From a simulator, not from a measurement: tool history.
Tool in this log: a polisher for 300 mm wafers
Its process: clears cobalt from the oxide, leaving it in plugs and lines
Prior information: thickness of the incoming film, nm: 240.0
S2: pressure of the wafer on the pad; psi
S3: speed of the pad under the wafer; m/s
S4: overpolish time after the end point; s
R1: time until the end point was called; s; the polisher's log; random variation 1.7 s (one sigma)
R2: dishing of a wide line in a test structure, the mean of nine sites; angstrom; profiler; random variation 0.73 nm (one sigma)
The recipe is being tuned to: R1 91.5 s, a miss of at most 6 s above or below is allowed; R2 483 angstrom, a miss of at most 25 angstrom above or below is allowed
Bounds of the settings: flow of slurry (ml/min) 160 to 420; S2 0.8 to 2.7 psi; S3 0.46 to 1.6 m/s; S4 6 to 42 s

{"run": 1, "day": 0.0, "flow of slurry (ml/min)": 270, "S2": 1.7, "S3": 1.02, "S4": 21, "R1": 51.89, "R2": 610.88}
{"run": 2, "day": 0.075, "flow of slurry (ml/min)": 270, "S2": 1.7, "S3": 1.02, "S4": 13, "R1": 52.492, "R2": 473.66}
{"run": 3, "day": 0.417, "flow of slurry (ml/min)": 270, "S2": 1.5, "S3": 1, "S4": 15, "R1": 57.96, "R2": 459.23}
{"run": 4, "day": 0.558, "flow of slurry (ml/min)": 270, "S2": 1.4, "S3": 0.96, "S4": 18, "R1": 64.895, "R2": 484.22}
{"run": 5, "day": 0.85, "flow of slurry (ml/min)": 270, "S2": 1.6, "S3": 0.96, "S4": 18, "R1": 58.244, "R2": 515.25}
{"run": 6, "day": 1.221, "flow of slurry (ml/min)": 205, "S2": 1.6, "S3": 0.96, "S4": 18, "R1": 60.354, "R2": 512.58}
{"run": 7, "day": 1.254, "flow of slurry (ml/min)": 205, "S2": 1.5, "S3": 0.94, "S4": 19, "R1": 65.169, "R2": 520.66}
{"run": 8, "day": 1.612, "flow of slurry (ml/min)": 205, "S2": 1.4, "S3": 0.94, "S4": 20, "R1": 67.7, "R2": 529.27}
{"run": 9, "day": 1.912, "flow of slurry (ml/min)": 205, "S2": 1.3, "S3": 0.94, "S4": 20, "R1": 70.691, "R2": 509.07}
{"run": 10, "day": 2.104, "flow of slurry (ml/min)": 205, "S2": 1.2, "S3": 0.94, "S4": 21, "R1": 74.639, "R2": 496.87}
{"run": 11, "day": 2.129, "flow of slurry (ml/min)": 205, "S2": 1.1, "S3": 0.94, "S4": 22, "R1": 78.857, "R2": 510.01}
{"run": 12, "day": 2.421, "flow of slurry (ml/min)": 205, "S2": 0.9, "S3": 0.92, "S4": 22, "R1": 91.523, "R2": 443.35}

Which of these 4 next moves meets every target?
{"run": "A", "day": 2.712, "flow of slurry (ml/min)": 250, "S2": 0.9, "S3": 0.88, "S4": 20, "R1": "?", "R2": "?"}
{"run": "B", "day": 2.712, "flow of slurry (ml/min)": 320, "S2": 1.2, "S3": 0.84, "S4": 16, "R1": "?", "R2": "?"}
{"run": "C", "day": 2.712, "flow of slurry (ml/min)": 220, "S2": 0.8, "S3": 1, "S4": 16, "R1": "?", "R2": "?"}
{"run": "D", "day": 2.712, "flow of slurry (ml/min)": 180, "S2": 0.9, "S3": 0.94, "S4": 24, "R1": "?", "R2": "?"}

move=A R1=91.953 R2=411.48
move=B R1=78.479 R2=392.17
move=C R1=88.329 R2=359.18
move=D R1=90.51 R2=471.75
A: lands further from the targets than the last run did
B: lands further from the targets than the last run did
C: lands further from the targets than the last run did
D: meets every target
Go with D: it meets all targets.

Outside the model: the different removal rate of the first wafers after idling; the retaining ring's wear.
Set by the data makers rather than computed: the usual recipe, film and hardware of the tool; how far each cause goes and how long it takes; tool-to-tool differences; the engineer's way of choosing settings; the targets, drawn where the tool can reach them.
